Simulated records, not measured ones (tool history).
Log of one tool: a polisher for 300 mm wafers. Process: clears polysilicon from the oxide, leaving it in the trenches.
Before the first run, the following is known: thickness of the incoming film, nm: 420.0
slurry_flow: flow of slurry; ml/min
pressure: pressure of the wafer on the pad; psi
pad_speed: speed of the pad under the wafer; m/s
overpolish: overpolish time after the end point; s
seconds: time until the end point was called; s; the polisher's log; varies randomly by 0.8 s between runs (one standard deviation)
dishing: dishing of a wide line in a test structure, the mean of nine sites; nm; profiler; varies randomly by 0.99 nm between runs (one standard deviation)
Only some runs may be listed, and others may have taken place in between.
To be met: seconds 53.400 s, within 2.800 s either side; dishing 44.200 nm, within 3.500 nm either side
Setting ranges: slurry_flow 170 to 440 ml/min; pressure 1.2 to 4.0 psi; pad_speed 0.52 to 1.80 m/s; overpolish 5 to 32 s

run  hour  slurry_flow  pressure  pad_speed  overpolish  seconds  dishing
  1   0.0          280       2.6       1.16          16   23.459   61.210
  2   3.9          280       2.6       1.16          13   24.167   61.656
  3   5.0          280       2.3       1.08          14   28.403   64.070
  4   7.3          280       2.9       1.08          14   22.211   61.831
  5  16.1          330       2.9       1.08          14   22.566   63.319
  6  19.6          290       2.9       1.08          14   22.449   62.831
  7  27.8          260       2.5       1.04          12   27.234   60.707
  8  33.9          240       2.3       0.94          10   33.073   54.488
  9  35.1          225       2.2       0.88           9   37.122   50.544
 10  41.4          215       2.0       0.86           8   42.468   44.191
 11  43.2          220       1.9       0.86           9   45.313   47.111
 12  46.1          220       1.8       0.86           9   45.761   44.907
 13  54.4          225       1.7       0.86          10   48.639   48.161

Below are 4 possible settings for the next run. Only one of them brings all results inside the allowed miss of their targets. Which is it?
  A  62.7          230       1.2       1.10          15        ?        ?
  B  62.7          275       1.6       0.82          15        ?        ?
  C  62.7          430       1.2       0.90          20        ?        ?
  D  62.7          255       1.5       0.86          10        ?        ?

move  seconds  dishing
   A   52.780   54.280
   B   52.244   54.481
   C   60.382   57.121
   D   53.522   44.963
A: the worst result of the last run now meets its target, but another is out of spec
B: the worst result of the last run now meets its target, but another is out of spec
C: carries the result that was furthest off beyond its target, to the other side
D: all results land within tolerance of their targets
Go with D: it meets all targets.
